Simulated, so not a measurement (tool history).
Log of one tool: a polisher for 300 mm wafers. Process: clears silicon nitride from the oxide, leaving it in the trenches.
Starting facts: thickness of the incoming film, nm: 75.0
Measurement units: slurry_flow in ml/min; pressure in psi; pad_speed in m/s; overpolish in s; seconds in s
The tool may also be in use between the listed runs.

run  hour  slurry_flow  pressure  pad_speed  overpolish  seconds
  1   0.0          185       2.3       0.78          34   147.94
  2   8.9          185       2.3       0.78          36   151.77
  3  14.9          185       2.5       0.78          36   138.94
  4  16.4          185       2.5       0.64          36   153.55
  5  21.3          185       2.5       0.64          36   153.28
  6  30.0          210       2.5       0.64          36   150.51

Run 7, settings as shown, results not yet in. Your forecast:
  7  30.9          205       2.4       0.64          36        ?

{"run 7": {"seconds": 160.32}}

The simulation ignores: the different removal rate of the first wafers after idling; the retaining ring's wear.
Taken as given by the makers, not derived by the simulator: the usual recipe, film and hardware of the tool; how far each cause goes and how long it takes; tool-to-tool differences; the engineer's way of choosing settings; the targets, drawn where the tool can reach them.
